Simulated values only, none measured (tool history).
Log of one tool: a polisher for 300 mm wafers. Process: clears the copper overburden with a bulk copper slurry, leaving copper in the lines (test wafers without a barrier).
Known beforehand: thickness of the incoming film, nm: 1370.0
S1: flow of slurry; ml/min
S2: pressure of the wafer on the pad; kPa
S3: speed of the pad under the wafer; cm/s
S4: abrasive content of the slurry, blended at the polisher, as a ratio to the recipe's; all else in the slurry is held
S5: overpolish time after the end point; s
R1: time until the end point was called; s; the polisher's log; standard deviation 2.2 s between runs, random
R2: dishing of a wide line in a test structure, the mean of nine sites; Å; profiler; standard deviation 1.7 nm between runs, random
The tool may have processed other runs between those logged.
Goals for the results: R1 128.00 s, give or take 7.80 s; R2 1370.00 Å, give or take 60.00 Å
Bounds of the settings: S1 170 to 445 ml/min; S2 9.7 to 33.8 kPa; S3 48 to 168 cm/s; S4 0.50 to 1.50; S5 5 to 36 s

run 1 day=0.000 | S1=285 S2=21.4 S3=108 S4=1.00 S5=18 | R1=172.42 R2=947.80
run 2 day=0.233 | S1=285 S2=21.4 S3=108 S4=1.20 S5=18 | R1=157.62 R2=946.37
run 3 day=0.438 | S1=285 S2=22.1 S3=108 S4=1.20 S5=18 | R1=158.04 R2=956.18
run 4 day=0.658 | S1=285 S2=16.5 S3=108 S4=1.20 S5=18 | R1=206.92 R2=768.75
run 5 day=1.000 | S1=285 S2=16.5 S3=108 S4=1.20 S5=14 | R1=213.14 R2=626.29
run 6 day=1.171 | S1=280 S2=17.9 S3=108 S4=1.15 S5=15 | R1=199.45 R2=703.74
run 7 day=1.271 | S1=275 S2=19.3 S3=108 S4=1.10 S5=16 | R1=182.79 R2=790.37
run 8 day=1.588 | S1=280 S2=20.7 S3=108 S4=1.10 S5=17 | R1=172.93 R2=874.86
run 9 day=1.779 | S1=280 S2=21.4 S3=108 S4=1.05 S5=17 | R1=169.53 R2=896.67
run 10 day=1.850 | S1=280 S2=22.1 S3=108 S4=1.00 S5=17 | R1=160.49 R2=897.73
run 11 day=2.075 | S1=280 S2=22.8 S3=108 S4=1.00 S5=18 | R1=163.07 R2=970.45
run 12 day=2.138 | S1=280 S2=23.4 S3=108 S4=1.00 S5=18 | R1=156.53 R2=975.20
run 13 day=2.329 | S1=280 S2=24.1 S3=108 S4=1.00 S5=19 | R1=151.22 R2=1045.00
run 14 day=2.571 | S1=280 S2=24.8 S3=108 S4=1.00 S5=19 | R1=148.55 R2=1080.40
run 15 day=2.604 | S1=280 S2=25.5 S3=108 S4=1.00 S5=19 | R1=142.42 R2=1100.50
run 16 day=2.908 | S1=280 S2=26.2 S3=108 S4=1.00 S5=19 | R1=140.32 R2=1120.90
run 17 day=3.154 | S1=270 S2=27.6 S3=108 S4=0.95 S5=21 | R1=135.39 R2=1227.90
run 18 day=3.417 | S1=275 S2=27.6 S3=108 S4=0.95 S5=21 | R1=136.45 R2=1261.00

Consider the 5 candidate settings below. Which is the only one whose results all fall within their allowed miss of target?
run A day=3.679 | S1=305 S2=27.6 S3=94 S4=1.05 S5=30 | R1=? R2=?
run B day=3.679 | S1=355 S2=26.2 S3=114 S4=1.10 S5=20 | R1=? R2=?
run C day=3.679 | S1=310 S2=26.2 S3=104 S4=0.95 S5=20 | R1=? R2=?
run D day=3.679 | S1=340 S2=29.0 S3=108 S4=0.95 S5=23 | R1=? R2=?
run E day=3.679 | S1=285 S2=26.2 S3=104 S4=0.90 S5=27 | R1=? R2=?

move=A R1=147.70 R2=1441.40
move=B R1=130.60 R2=1216.00
move=C R1=146.49 R2=1130.60
move=D R1=128.01 R2=1358.30
move=E R1=149.26 R2=1341.30
A: takes the result that was furthest off past its target
B: the biggest miss grows against the last run
C: the biggest miss grows against the last run
D: every result within its allowed miss
E: the furthest-off result lands on target, but another misses its tolerance
D meets every target.

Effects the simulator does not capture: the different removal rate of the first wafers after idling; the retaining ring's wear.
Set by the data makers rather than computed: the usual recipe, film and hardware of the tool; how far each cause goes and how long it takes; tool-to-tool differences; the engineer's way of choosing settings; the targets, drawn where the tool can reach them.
